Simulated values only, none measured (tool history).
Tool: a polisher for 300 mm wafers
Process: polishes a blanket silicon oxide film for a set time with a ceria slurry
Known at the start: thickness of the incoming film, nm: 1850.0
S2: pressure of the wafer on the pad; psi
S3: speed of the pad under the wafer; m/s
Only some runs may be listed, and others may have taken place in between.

{"run": 1, "hour": 0.0, "flow of slurry (ml/min)": 320, "S2": 3.7, "S3": 1.22, "polishing time (s)": 68, "film removed (angstrom)": 3610.8}
{"run": 2, "hour": 6.6, "flow of slurry (ml/min)": 250, "S2": 3.7, "S3": 1.22, "polishing time (s)": 68, "film removed (angstrom)": 3550.4}
{"run": 3, "hour": 10.7, "flow of slurry (ml/min)": 200, "S2": 3.7, "S3": 1.22, "polishing time (s)": 68, "film removed (angstrom)": 3447.8}
{"run": 4, "hour": 11.6, "flow of slurry (ml/min)": 225, "S2": 3.9, "S3": 1.22, "polishing time (s)": 68, "film removed (angstrom)": 3671.6}
{"run": 5, "hour": 16.6, "flow of slurry (ml/min)": 225, "S2": 3.1, "S3": 1.22, "polishing time (s)": 68, "film removed (angstrom)": 2943.5}
{"run": 6, "hour": 23.9, "flow of slurry (ml/min)": 245, "S2": 3.5, "S3": 1.22, "polishing time (s)": 68, "film removed (angstrom)": 3335.0}
{"run": 7, "hour": 30.4, "flow of slurry (ml/min)": 265, "S2": 3.8, "S3": 1.22, "polishing time (s)": 68, "film removed (angstrom)": 3580.5}
{"run": 8, "hour": 37.3, "flow of slurry (ml/min)": 270, "S2": 4.1, "S3": 1.22, "polishing time (s)": 68, "film removed (angstrom)": 3868.8}
{"run": 9, "hour": 41.2, "flow of slurry (ml/min)": 275, "S2": 4.3, "S3": 1.22, "polishing time (s)": 68, "film removed (angstrom)": 4094.6}
{"run": 10, "hour": 47.9, "flow of slurry (ml/min)": 285, "S2": 4.4, "S3": 1.22, "polishing time (s)": 68, "film removed (angstrom)": 4236.2}

Predict the results of run 11:
{"run": 11, "hour": 52.1, "flow of slurry (ml/min)": 295, "S2": 4.5, "S3": 1.22, "polishing time (s)": 68, "film removed (angstrom)": "?"}

film removed (angstrom): 4314.2

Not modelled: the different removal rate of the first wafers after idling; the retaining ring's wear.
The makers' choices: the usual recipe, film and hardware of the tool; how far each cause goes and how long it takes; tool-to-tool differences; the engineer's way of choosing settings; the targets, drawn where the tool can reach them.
